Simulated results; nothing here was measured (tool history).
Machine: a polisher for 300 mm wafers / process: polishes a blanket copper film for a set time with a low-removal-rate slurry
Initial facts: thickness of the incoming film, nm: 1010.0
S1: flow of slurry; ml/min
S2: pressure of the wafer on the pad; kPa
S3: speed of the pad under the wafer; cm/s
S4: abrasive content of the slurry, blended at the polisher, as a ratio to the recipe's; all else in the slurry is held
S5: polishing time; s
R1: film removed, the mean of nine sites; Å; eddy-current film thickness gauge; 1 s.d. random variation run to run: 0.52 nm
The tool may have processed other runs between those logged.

run 1 hour=0.0 | S1=310 S2=18.6 S3=114 S4=1.0 S5=35 | R1=1010.00
run 2 hour=6.5 | S1=310 S2=17.2 S3=114 S4=1.0 S5=35 | R1=960.17
run 3 hour=11.7 | S1=310 S2=17.2 S3=100 S4=1.0 S5=35 | R1=839.14
run 4 hour=18.1 | S1=310 S2=13.1 S3=100 S4=1.0 S5=35 | R1=670.22
run 5 hour=24.3 | S1=310 S2=9.0 S3=100 S4=1.0 S5=35 | R1=498.62
run 6 hour=30.5 | S1=375 S2=9.0 S3=100 S4=1.0 S5=35 | R1=501.46
run 7 hour=39.2 | S1=375 S2=13.8 S3=102 S4=1.0 S5=35 | R1=714.20

Run 8, settings as shown, results not yet in. Your forecast:
run 8 hour=43.1 | S1=380 S2=13.8 S3=102 S4=1.0 S5=35 | R1=?

{"run 8": {"R1": 710.79}}
